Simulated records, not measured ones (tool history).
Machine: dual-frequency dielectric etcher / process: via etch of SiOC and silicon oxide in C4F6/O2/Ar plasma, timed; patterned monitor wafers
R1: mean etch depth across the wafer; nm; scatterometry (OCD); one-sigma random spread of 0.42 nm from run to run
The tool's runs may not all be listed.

{"run": 1, "hour": 0.0, "source power (kW)": 0.46, "bias power (kW)": 0.235, "etch time (s)": 113, "R1": 136.69}
{"run": 2, "hour": 5.5, "source power (kW)": 0.42, "bias power (kW)": 0.225, "etch time (s)": 113, "R1": 128.61}
{"run": 3, "hour": 13.4, "source power (kW)": 0.42, "bias power (kW)": 0.262, "etch time (s)": 113, "R1": 135.61}
{"run": 4, "hour": 20.1, "source power (kW)": 0.42, "bias power (kW)": 0.262, "etch time (s)": 113, "R1": 136.04}
{"run": 5, "hour": 27.5, "source power (kW)": 0.42, "bias power (kW)": 0.262, "etch time (s)": 113, "R1": 136.29}
{"run": 6, "hour": 35.3, "source power (kW)": 0.47, "bias power (kW)": 0.262, "etch time (s)": 113, "R1": 142.7}
{"run": 7, "hour": 41.5, "source power (kW)": 0.43, "bias power (kW)": 0.251, "etch time (s)": 113, "R1": 135.92}
{"run": 8, "hour": 48.4, "source power (kW)": 0.4, "bias power (kW)": 0.242, "etch time (s)": 113, "R1": 128.51}
{"run": 9, "hour": 51.0, "source power (kW)": 0.37, "bias power (kW)": 0.24, "etch time (s)": 113, "R1": 124.63}
{"run": 10, "hour": 57.6, "source power (kW)": 0.35, "bias power (kW)": 0.237, "etch time (s)": 113, "R1": 120.92}
{"run": 11, "hour": 63.8, "source power (kW)": 0.33, "bias power (kW)": 0.236, "etch time (s)": 113, "R1": 117.35}
{"run": 12, "hour": 69.5, "source power (kW)": 0.32, "bias power (kW)": 0.235, "etch time (s)": 113, "R1": 115.32}

What does the tool deliver on the next run?
{"run": 13, "hour": 76.7, "source power (kW)": 0.31, "bias power (kW)": 0.235, "etch time (s)": 113, "R1": "?"}

R1: 113.29 nm

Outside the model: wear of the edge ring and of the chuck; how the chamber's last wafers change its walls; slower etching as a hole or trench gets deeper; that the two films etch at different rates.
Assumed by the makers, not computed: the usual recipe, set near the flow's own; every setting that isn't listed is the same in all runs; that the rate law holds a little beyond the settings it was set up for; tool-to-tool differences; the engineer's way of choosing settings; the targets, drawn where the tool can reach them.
